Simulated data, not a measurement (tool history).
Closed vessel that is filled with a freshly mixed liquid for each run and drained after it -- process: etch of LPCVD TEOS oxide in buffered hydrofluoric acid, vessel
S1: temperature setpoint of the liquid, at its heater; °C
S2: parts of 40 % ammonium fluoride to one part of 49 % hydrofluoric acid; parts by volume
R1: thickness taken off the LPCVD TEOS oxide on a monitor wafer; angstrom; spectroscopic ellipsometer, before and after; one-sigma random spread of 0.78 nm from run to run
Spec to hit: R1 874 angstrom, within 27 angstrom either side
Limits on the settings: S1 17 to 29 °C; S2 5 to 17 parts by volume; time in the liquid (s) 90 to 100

{"run": 1, "hour": 0.0, "S1": 21, "S2": 10.5, "time in the liquid (s)": 90, "R1": 1223.2}
{"run": 2, "hour": 0.7, "S1": 23.5, "S2": 10.5, "time in the liquid (s)": 90, "R1": 1401.5}
{"run": 3, "hour": 1.8, "S1": 23.5, "S2": 10.5, "time in the liquid (s)": 100, "R1": 1544.1}
{"run": 4, "hour": 3.1, "S1": 23.5, "S2": 9, "time in the liquid (s)": 100, "R1": 1727}
{"run": 5, "hour": 9.5, "S1": 22.5, "S2": 10, "time in the liquid (s)": 100, "R1": 1546.2}
{"run": 6, "hour": 17.4, "S1": 20.5, "S2": 10, "time in the liquid (s)": 100, "R1": 1384.6}
{"run": 7, "hour": 25.2, "S1": 20, "S2": 10.5, "time in the liquid (s)": 100, "R1": 1296.2}
{"run": 8, "hour": 28.1, "S1": 19.5, "S2": 11, "time in the liquid (s)": 100, "R1": 1194.4}
{"run": 9, "hour": 31.5, "S1": 19, "S2": 11.5, "time in the liquid (s)": 100, "R1": 1110.4}
{"run": 10, "hour": 37.1, "S1": 18.5, "S2": 12, "time in the liquid (s)": 100, "R1": 1032.5}
{"run": 11, "hour": 44.5, "S1": 18.5, "S2": 12, "time in the liquid (s)": 100, "R1": 1035}
{"run": 12, "hour": 49.3, "S1": 18, "S2": 12, "time in the liquid (s)": 100, "R1": 1026}

4 next moves are on the table. One of them brings every result within its allowed miss. Which?
{"run": "A", "hour": 54.1, "S1": 19.5, "S2": 12.5, "time in the liquid (s)": 90, "R1": "?"}
{"run": "B", "hour": 54.1, "S1": 17.5, "S2": 12, "time in the liquid (s)": 90, "R1": "?"}
{"run": "C", "hour": 54.1, "S1": 20, "S2": 12.5, "time in the liquid (s)": 90, "R1": "?"}
{"run": "D", "hour": 54.1, "S1": 17, "S2": 11, "time in the liquid (s)": 90, "R1": "?"}

move=A R1=958.7
move=B R1=891.02
move=C R1=985.98
move=D R1=942.84
A: closer than the last run, but not yet in spec
B: in spec on every target
C: closer than the last run, but not yet in spec
D: closer than the last run, but not yet in spec
Move B is the one to make.
